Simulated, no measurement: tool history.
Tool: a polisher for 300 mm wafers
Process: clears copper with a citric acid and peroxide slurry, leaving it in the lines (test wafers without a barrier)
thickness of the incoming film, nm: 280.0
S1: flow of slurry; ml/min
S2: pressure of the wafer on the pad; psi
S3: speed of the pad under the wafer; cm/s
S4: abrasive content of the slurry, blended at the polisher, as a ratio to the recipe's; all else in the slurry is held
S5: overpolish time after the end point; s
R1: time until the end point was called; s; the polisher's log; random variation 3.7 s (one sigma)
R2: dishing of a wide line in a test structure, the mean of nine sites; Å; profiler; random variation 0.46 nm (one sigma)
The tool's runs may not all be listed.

Run 1, hour 0: S1 295 ml/min, S2 2.6 psi, S3 84 cm/s, S4 1, S5 29 s. Result: R1 162.12 s, R2 360.25 Å.
Run 2, hour 3.5: S1 295 ml/min, S2 2.6 psi, S3 102 cm/s, S4 1, S5 29 s. Result: R1 131.1 s, R2 431.52 Å.
Run 3, hour 9.4: S1 295 ml/min, S2 2.2 psi, S3 102 cm/s, S4 1, S5 29 s. Result: R1 151.48 s, R2 371.68 Å.
Run 4, hour 13.2: S1 295 ml/min, S2 2.2 psi, S3 102 cm/s, S4 1.1, S5 29 s. Result: R1 151.67 s, R2 378.38 Å.
Run 5, hour 22.1: S1 295 ml/min, S2 1.9 psi, S3 94 cm/s, S4 1.1, S5 35 s. Result: R1 186.89 s, R2 364.37 Å.
Run 6, hour 28.5: S1 295 ml/min, S2 1.9 psi, S3 94 cm/s, S4 1.1, S5 46 s. Result: R1 191.41 s, R2 458.99 Å.
Run 7, hour 30.1: S1 295 ml/min, S2 1.7 psi, S3 90 cm/s, S4 1.1, S5 48 s. Result: R1 215.06 s, R2 418.88 Å.

Forecast run 8:
Run 8, hour 36: S1 295 ml/min, S2 1.5 psi, S3 88 cm/s, S4 1.1, S5 50 s. Result: R1 ?, R2 ?.

Run 8 gave R1 255.18 s, R2 379.13 Å.

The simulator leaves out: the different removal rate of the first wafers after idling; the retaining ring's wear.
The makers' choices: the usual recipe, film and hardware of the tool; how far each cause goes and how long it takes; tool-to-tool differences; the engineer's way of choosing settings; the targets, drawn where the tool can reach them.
